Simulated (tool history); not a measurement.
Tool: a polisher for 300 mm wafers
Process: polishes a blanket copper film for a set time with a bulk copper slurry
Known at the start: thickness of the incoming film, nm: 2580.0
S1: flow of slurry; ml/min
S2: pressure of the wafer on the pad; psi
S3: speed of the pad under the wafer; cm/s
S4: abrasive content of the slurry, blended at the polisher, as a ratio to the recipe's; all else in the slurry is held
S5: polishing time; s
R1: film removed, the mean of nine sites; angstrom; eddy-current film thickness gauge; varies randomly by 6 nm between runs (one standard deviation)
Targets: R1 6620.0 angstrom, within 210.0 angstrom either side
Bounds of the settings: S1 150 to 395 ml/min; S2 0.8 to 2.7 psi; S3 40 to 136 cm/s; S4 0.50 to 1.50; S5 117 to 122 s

run 1 hour=0.0 | S1=250 S2=1.7 S3=88 S4=1.00 S5=117 | R1=4963.9
run 2 hour=8.8 | S1=195 S2=1.7 S3=88 S4=1.00 S5=117 | R1=4772.3
run 3 hour=13.6 | S1=205 S2=1.8 S3=88 S4=1.00 S5=117 | R1=5180.3
run 4 hour=20.3 | S1=205 S2=1.8 S3=70 S4=1.00 S5=117 | R1=4063.2
run 5 hour=28.9 | S1=205 S2=1.4 S3=70 S4=1.00 S5=117 | R1=3213.3
run 6 hour=30.4 | S1=210 S2=1.6 S3=70 S4=1.00 S5=117 | R1=3632.2
run 7 hour=38.7 | S1=215 S2=1.7 S3=70 S4=1.00 S5=117 | R1=3900.3
-- hour=42.5 head pressure recalibrated
run 8 hour=42.5 | S1=225 S2=1.8 S3=70 S4=1.00 S5=117 | R1=4545.5
run 9 hour=45.6 | S1=245 S2=1.8 S3=70 S4=1.00 S5=117 | R1=4640.3

Pick the move, out of 4, that brings all results within their allowed miss; only one does.
run A hour=48.7 | S1=290 S2=1.9 S3=90 S4=1.15 S5=118 | R1=?
run B hour=48.7 | S1=220 S2=1.1 S3=70 S4=0.75 S5=117 | R1=?
run C hour=48.7 | S1=305 S2=1.9 S3=84 S4=0.95 S5=121 | R1=?
run D hour=48.7 | S1=265 S2=1.6 S3=98 S4=1.00 S5=122 | R1=?

move=A R1=6678.6
move=B R1=2747.1
move=C R1=6198.8
move=D R1=6124.4
A: meets every target
B: lands further from the targets than the last run did
C: moves toward the targets from the last run without getting all of them in spec
D: moves toward the targets from the last run without getting all of them in spec
Answer: A
